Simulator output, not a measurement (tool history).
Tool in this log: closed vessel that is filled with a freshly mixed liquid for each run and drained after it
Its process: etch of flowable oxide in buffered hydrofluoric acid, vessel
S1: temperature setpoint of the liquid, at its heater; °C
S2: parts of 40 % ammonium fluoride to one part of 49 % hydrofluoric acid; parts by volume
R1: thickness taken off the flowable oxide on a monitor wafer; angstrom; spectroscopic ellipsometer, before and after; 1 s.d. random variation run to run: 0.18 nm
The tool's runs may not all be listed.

{"run": 1, "day": 0.0, "S1": 23.0, "S2": 14.0, "time in the liquid (s)": 35, "R1": 679.03}
{"run": 2, "day": 0.225, "S1": 21.5, "S2": 15.0, "time in the liquid (s)": 35, "R1": 579.21}
{"run": 3, "day": 0.329, "S1": 20.5, "S2": 15.5, "time in the liquid (s)": 35, "R1": 529.91}
{"run": 4, "day": 0.379, "S1": 20.5, "S2": 18.0, "time in the liquid (s)": 35, "R1": 460.12}
{"run": 5, "day": 0.458, "S1": 20.5, "S2": 18.0, "time in the liquid (s)": 35, "R1": 464.88}
{"run": 6, "day": 0.525, "S1": 19.0, "S2": 18.0, "time in the liquid (s)": 35, "R1": 421.99}

Expected results for the next run?
{"run": 7, "day": 0.696, "S1": 18.5, "S2": 18.0, "time in the liquid (s)": 35, "R1": "?"}

Run 7 produced R1 413.01 angstrom.

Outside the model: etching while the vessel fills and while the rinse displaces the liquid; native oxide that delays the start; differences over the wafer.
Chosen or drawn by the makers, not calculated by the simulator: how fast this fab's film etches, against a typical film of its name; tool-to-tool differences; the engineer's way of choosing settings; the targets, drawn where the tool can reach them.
